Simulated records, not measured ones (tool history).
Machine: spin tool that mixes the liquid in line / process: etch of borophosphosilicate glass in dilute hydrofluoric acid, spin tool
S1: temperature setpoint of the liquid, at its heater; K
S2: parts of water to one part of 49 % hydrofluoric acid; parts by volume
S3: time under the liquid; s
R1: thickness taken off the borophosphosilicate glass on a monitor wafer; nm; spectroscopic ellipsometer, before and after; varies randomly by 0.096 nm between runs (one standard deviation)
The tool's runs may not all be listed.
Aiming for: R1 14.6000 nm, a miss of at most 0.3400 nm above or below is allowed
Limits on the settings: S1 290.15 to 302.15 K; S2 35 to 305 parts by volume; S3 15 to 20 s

{"run": 1, "day": 0.0, "S1": 294.15, "S2": 170, "S3": 20, "R1": 7.3749}
{"run": 2, "day": 0.179, "S1": 297.65, "S2": 170, "S3": 20, "R1": 8.4283}
{"run": 3, "day": 0.312, "S1": 297.65, "S2": 220, "S3": 20, "R1": 6.1516}
{"run": 4, "day": 0.508, "S1": 297.65, "S2": 260, "S3": 20, "R1": 5.0221}
{"run": 5, "day": 0.55, "S1": 297.65, "S2": 200, "S3": 20, "R1": 6.9314}
{"run": 6, "day": 0.833, "S1": 297.65, "S2": 150, "S3": 20, "R1": 9.6381}
{"run": 7, "day": 0.896, "S1": 298.65, "S2": 140, "S3": 20, "R1": 11.083}
{"run": 8, "day": 1.138, "S1": 299.15, "S2": 135, "S3": 20, "R1": 11.605}
{"run": 9, "day": 1.271, "S1": 299.65, "S2": 130, "S3": 20, "R1": 12.615}
{"run": 10, "day": 1.346, "S1": 300.15, "S2": 130, "S3": 20, "R1": 12.661}
{"run": 11, "day": 1.475, "S1": 300.65, "S2": 130, "S3": 20, "R1": 12.992}
{"run": 12, "day": 1.512, "S1": 301.15, "S2": 130, "S3": 20, "R1": 13.32}
{"run": 13, "day": 1.854, "S1": 301.65, "S2": 125, "S3": 20, "R1": 14.08}

Exactly one of the 4 candidate moves below puts every result within its allowed miss. Which one?
{"run": "A", "day": 2.196, "S1": 302.15, "S2": 100, "S3": 15, "R1": "?"}
{"run": "B", "day": 2.196, "S1": 300.15, "S2": 125, "S3": 20, "R1": "?"}
{"run": "C", "day": 2.196, "S1": 300.15, "S2": 90, "S3": 15, "R1": "?"}
{"run": "D", "day": 2.196, "S1": 300.65, "S2": 125, "S3": 20, "R1": "?"}

move=A R1=13.9190
move=B R1=13.3180
move=C R1=14.5200
move=D R1=13.5710
A: lands further from the targets than the last run did
B: lands further from the targets than the last run did
C: all results in spec
D: lands further from the targets than the last run did
Answer: C
